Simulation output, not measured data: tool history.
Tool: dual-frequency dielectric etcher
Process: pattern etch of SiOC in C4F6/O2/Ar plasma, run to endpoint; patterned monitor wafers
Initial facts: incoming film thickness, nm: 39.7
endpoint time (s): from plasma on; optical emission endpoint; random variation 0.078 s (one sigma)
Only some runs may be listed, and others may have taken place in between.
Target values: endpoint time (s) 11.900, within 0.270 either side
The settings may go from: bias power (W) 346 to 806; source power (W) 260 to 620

run	hour	bias power (W)	source power (W)	endpoint time (s)
1	0.0	576	440	13.576
2	5.7	595	440	13.468
3	9.5	614	440	13.249
4	12.6	614	480	12.735
5	14.4	556	480	13.280
6	16.2	556	550	12.387
7	20.1	562	550	12.491
8	23.5	569	550	12.348
9	32.2	574	550	12.187
10	39.5	577	550	12.259
11	41.5	581	550	12.211

Pick the move, out of 5, that brings all results within their allowed miss; only one does.
A	43.5	642	550	?
B	43.5	646	600	?
C	43.5	525	560	?
D	43.5	638	600	?
E	43.5	571	520	?

move	endpoint time (s)
A	11.859
B	11.363
C	12.612
D	11.413
E	12.693
A: each result inside its tolerance
B: the result that was furthest off in the last run now lies on the other side of its target
C: its largest miss is bigger than the last run's
D: the result that was furthest off in the last run now lies on the other side of its target
E: its largest miss is bigger than the last run's
The move that meets every target is A.
